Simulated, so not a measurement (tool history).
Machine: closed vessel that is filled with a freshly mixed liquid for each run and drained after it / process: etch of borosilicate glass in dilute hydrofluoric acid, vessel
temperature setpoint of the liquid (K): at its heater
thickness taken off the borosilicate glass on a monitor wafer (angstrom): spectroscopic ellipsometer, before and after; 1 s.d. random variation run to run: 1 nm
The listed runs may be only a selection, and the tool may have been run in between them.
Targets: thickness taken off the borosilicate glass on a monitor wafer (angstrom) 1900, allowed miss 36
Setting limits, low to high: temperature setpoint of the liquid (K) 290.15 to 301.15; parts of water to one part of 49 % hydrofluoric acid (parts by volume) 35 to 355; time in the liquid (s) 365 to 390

run,hour,temperature setpoint of the liquid (K),parts of water to one part of 49 % hydrofluoric acid (parts by volume),time in the liquid (s),thickness taken off the borosilicate glass on a monitor wafer (angstrom)
1,0,293.15,195,365,596.4
2,4.6,294.15,175,365,710.43
3,12.3,295.15,160,365,810.68
4,17.6,296.15,145,365,952.03
5,21.5,296.65,135,365,1049.3
6,24.8,297.15,125,365,1163.1
7,26,297.65,120,365,1242.6
8,28.9,298.15,115,365,1333
9,33.8,298.65,110,365,1436.2
10,41.4,299.15,110,365,1469
11,47.3,299.65,105,365,1584.6
12,51.3,301.15,85,365,2104.4
13,56.3,300.15,85,365,2020.5
14,57.5,299.65,85,365,2007.8

5 next moves are on the table. One of them brings every result within its allowed miss. Which?
A,58.7,300.15,85,385,?
B,58.7,300.65,85,390,?
C,58.7,297.15,80,390,?
D,58.7,301.15,95,370,?
E,58.7,298.65,90,370,?

move,thickness taken off the borosilicate glass on a monitor wafer (angstrom)
A,2158.4
B,2229.4
C,2076.3
D,1903.2
E,1835
A: further off than the last run
B: further off than the last run
C: further off than the last run
D: hits every target within its allowed miss
E: the result that was furthest off in the last run now lies on the other side of its target
Move D is the one to make.
